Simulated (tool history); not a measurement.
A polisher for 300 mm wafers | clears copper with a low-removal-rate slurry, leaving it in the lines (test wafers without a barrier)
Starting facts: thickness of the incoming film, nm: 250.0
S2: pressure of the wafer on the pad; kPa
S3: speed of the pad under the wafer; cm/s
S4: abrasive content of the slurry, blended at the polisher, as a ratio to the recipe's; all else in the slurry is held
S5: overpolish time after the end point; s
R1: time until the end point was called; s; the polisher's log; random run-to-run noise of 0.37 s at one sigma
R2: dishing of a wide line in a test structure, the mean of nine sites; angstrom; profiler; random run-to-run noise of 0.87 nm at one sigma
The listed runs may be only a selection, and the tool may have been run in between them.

Run 1, hour 0: flow of slurry (ml/min) 190, S2 25.5 kPa, S3 84 cm/s, S4 1, S5 14 s. Result: R1 62.658 s, R2 380.67 angstrom.
Run 2, hour 1.7: flow of slurry (ml/min) 195, S2 28.3 kPa, S3 84 cm/s, S4 1, S5 12 s. Result: R1 55.991 s, R2 375.35 angstrom.
Run 3, hour 6: flow of slurry (ml/min) 195, S2 28.3 kPa, S3 84 cm/s, S4 1, S5 9 s. Result: R1 56.607 s, R2 298.81 angstrom.
Run 4, hour 11.5: flow of slurry (ml/min) 200, S2 30.3 kPa, S3 84 cm/s, S4 1, S5 9 s. Result: R1 53.049 s, R2 316.94 angstrom.
Run 5, hour 15.7: flow of slurry (ml/min) 200, S2 30.3 kPa, S3 100 cm/s, S4 1, S5 9 s. Result: R1 44.746 s, R2 351.64 angstrom.
Run 6, hour 20.8: flow of slurry (ml/min) 200, S2 30.3 kPa, S3 100 cm/s, S4 1, S5 5 s. Result: R1 44.363 s, R2 202.99 angstrom.
Run 7, hour 23.2: flow of slurry (ml/min) 195, S2 33.8 kPa, S3 100 cm/s, S4 1, S5 11 s. Result: R1 40.572 s, R2 488.46 angstrom.

The next listed run, before its measurement:
Run 8, hour 30.4: flow of slurry (ml/min) 195, S2 33.8 kPa, S3 100 cm/s, S4 1, S5 10 s. Result: R1 ?, R2 ?.

R1: 39.843 s
R2: 437.53 angstrom

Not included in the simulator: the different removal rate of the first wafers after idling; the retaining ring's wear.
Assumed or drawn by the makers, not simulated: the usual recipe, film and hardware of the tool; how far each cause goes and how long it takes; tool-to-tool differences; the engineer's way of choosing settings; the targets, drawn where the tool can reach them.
